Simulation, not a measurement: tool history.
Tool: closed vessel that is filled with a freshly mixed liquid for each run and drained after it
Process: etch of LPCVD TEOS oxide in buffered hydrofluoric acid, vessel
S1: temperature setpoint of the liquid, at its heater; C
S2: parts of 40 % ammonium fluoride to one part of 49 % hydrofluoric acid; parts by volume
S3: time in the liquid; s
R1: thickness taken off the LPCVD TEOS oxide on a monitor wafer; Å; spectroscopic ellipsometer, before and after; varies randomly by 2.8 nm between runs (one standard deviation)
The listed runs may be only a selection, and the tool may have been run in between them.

run,hour,S1,S2,S3,R1
1,0.0,24.0,19.5,100,2413.0
2,1.1,25.5,19.5,100,2664.7
3,7.4,25.5,15.5,100,3289.0
4,13.2,25.0,15.5,100,3182.3
5,16.6,26.5,15.5,100,3436.9
6,23.9,25.5,15.5,100,3296.0
7,31.4,25.0,15.5,100,3207.3

The next listed run, before its measurement:
8,37.9,24.5,15.5,100,?

R1: 3114.7 Å
